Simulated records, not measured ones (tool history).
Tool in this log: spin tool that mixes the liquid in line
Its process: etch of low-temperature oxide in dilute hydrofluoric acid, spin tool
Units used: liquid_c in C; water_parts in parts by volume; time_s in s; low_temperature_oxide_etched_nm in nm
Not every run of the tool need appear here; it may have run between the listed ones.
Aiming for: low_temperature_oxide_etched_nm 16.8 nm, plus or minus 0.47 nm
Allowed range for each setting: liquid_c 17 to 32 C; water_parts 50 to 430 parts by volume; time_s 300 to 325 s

run	hour	liquid_c	water_parts	time_s	low_temperature_oxide_etched_nm
1	0	24	240	300	19.312
2	5.5	24	240	325	21.027
3	9.2	24	240	300	19.461
4	17.2	24	240	300	19.423
5	23.3	25.5	240	300	20.486
6	27.8	28.5	240	300	23.027
7	28.7	26.5	240	300	21.179
8	33.3	22.5	245	300	18.282
9	35.5	22	245	300	17.689
10	42	21.5	245	300	17.17

Exactly one of the 4 candidate moves below puts every result within its allowed miss. Which one?
A	48.5	18.5	215	300	?
B	48.5	23.5	275	315	?
C	48.5	23.5	265	320	?
D	48.5	22.5	250	305	?

move	low_temperature_oxide_etched_nm
A	18.227
B	17.013
C	18.113
D	17.916
A: the biggest miss grows against the last run
B: meets every target
C: the biggest miss grows against the last run
D: the biggest miss grows against the last run
Move B is the one to make.

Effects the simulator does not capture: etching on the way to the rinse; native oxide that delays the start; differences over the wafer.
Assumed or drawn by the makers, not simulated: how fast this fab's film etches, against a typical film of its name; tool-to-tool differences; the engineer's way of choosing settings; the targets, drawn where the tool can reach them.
